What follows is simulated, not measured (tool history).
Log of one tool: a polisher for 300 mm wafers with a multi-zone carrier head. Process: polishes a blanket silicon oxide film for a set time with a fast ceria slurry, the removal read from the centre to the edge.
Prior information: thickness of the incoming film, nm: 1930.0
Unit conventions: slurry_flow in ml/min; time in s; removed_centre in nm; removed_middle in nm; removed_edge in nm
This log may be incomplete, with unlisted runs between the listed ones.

| run | hour | slurry_flow | centre_zone | middle_zone | edge_zone | time | removed_centre | removed_middle | removed_edge |
|---|---|---|---|---|---|---|---|---|---|
| 1 | 0 | 190 | 1 | 1 | 1 | 41 | 467.71 | 470.97 | 479.7 |
| 2 | 2.6 | 195 | 0.99 | 1 | 1.02 | 42 | 487.08 | 492.58 | 495.73 |
| 3 | 8.2 | 190 | 0.97 | 0.99 | 1.04 | 43 | 479.81 | 483.97 | 519.9 |
| 4 | 15.3 | 195 | 0.97 | 1 | 1.05 | 44 | 494.45 | 501.14 | 516.45 |
| 5 | 20.8 | 190 | 0.96 | 1 | 1.05 | 45 | 503.58 | 523.09 | 538.94 |
|  | 25.5 | slurry nozzle cleaned |
| 6 | 25.5 | 190 | 0.95 | 1 | 1.06 | 46 | 562.15 | 572.62 | 581.7 |

Expected results for the next run?
| 7 | 32.5 | 185 | 0.93 | 0.99 | 1.07 | 46 | ? | ? | ? |

{"run 7": {"removed_centre": 537.31, "removed_middle": 564.17, "removed_edge": 586.84}}
